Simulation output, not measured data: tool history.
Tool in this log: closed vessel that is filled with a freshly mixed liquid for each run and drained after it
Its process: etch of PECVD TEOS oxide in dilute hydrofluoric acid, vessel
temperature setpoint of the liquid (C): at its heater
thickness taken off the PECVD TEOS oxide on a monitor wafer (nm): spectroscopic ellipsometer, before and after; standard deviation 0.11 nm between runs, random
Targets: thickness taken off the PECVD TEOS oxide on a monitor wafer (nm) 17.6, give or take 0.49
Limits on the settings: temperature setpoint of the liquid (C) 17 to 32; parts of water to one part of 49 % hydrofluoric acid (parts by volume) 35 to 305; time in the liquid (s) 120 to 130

run	hour	temperature setpoint of the liquid (C)	parts of water to one part of 49 % hydrofluoric acid (parts by volume)	time in the liquid (s)	thickness taken off the PECVD TEOS oxide on a monitor wafer (nm)
1	0	24	170	120	12.019
2	4	25.5	165	120	12.97
3	9.6	28.5	165	120	14.551
4	14.2	29	165	120	14.689
5	18.2	27	165	120	13.68
6	23.9	28	160	120	14.827
7	30.2	29	160	120	15.302
8	32.4	32	150	120	18.272
9	36.3	31.5	150	120	18.11

Below are 5 possible settings for the next run. Only one of them brings all results inside the allowed miss of their targets. Which is it?
A	40.2	31.5	145	120	?
B	40.2	32	155	120	?
C	40.2	31	145	125	?
D	40.2	31.5	160	120	?
E	40.2	32	155	130	?

move	thickness taken off the PECVD TEOS oxide on a monitor wafer (nm)
A	18.892
B	17.745
C	19.332
D	16.778
E	19.223
A: its largest miss is bigger than the last run's
B: every result lands within tolerance
C: its largest miss is bigger than the last run's
D: moves the result that the last run missed by most past its target, out the other side
E: its largest miss is bigger than the last run's
Go with B: it meets all targets.

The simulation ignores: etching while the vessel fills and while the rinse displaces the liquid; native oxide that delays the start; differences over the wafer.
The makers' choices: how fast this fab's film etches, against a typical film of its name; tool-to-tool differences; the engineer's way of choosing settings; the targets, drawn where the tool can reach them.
